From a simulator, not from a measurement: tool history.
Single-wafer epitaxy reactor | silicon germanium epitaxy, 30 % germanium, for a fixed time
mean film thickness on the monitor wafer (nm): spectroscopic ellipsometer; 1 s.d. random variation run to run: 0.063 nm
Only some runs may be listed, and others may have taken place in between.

| run | hour | wafer temperature setpoint (pyrometer-controlled) (K) | chamber pressure (mTorr) | mean film thickness on the monitor wafer (nm) |
|---|---|---|---|---|
| 1 | 0 | 863.15 | 16300 | 47.42 |
| 2 | 8.3 | 859.15 | 16100 | 43.4 |
| 3 | 9.6 | 856.15 | 16000 | 40.225 |
| 4 | 13.3 | 854.15 | 16000 | 38.692 |
| 5 | 14.3 | 854.15 | 17000 | 39.911 |
| 6 | 19.8 | 849.15 | 17000 | 35.824 |
| 7 | 23.6 | 849.15 | 17000 | 35.846 |
| 8 | 27.7 | 848.15 | 17000 | 35.086 |
| 9 | 32.6 | 847.15 | 17000 | 34.374 |
| 10 | 38.8 | 846.15 | 17000 | 33.611 |

Forecast run 11:
| 11 | 43.5 | 845.15 | 17000 | ? |

For run 11 the tool returned mean film thickness on the monitor wafer (nm) 32.694.
